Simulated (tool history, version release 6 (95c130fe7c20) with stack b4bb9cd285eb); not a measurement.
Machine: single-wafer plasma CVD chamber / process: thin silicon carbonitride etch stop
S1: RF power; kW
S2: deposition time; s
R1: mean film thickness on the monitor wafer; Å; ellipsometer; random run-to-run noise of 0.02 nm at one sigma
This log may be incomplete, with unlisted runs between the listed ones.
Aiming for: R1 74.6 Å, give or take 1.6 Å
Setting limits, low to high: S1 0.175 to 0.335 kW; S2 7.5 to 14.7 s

run  hour     S1    S2      R1
  1     0  0.255  11.1  63.284
  2   6.2  0.245  11.1  62.566
  3   6.8  0.225  11.1  61.694
  4  12.5  0.205  11.1  60.647
  5  21.4  0.215  11.4  62.669
  6  23.7  0.245  11.4  64.308
  7  31.8   0.25  11.6   65.73
  8  37.6  0.255  11.8  67.122
  9    46   0.26    12  68.545
 10  51.5  0.265  12.1  69.306
 11  58.3   0.27  12.2  70.203
 12  66.1  0.275  12.3  70.726
 13  71.3   0.28  12.4  71.595
 14  79.5   0.28  12.5  72.139

Of the 5 settings listed for the next run, only one would bring every result within its allowed miss of target. Which one?
  A  87.7   0.27    13   ?
  B  87.7   0.21  12.7   ?
  C  87.7   0.29  11.7   ?
  D  87.7    0.3  11.4   ?
  E  87.7  0.285  11.7   ?

move      R1
   A   74.61
   B  69.752
   C  68.051
   D  66.735
   E  67.828
A: all results land within tolerance of their targets
B: the biggest miss grows against the last run
C: the biggest miss grows against the last run
D: the biggest miss grows against the last run
E: the biggest miss grows against the last run
A is the move that brings every result within its allowed miss.
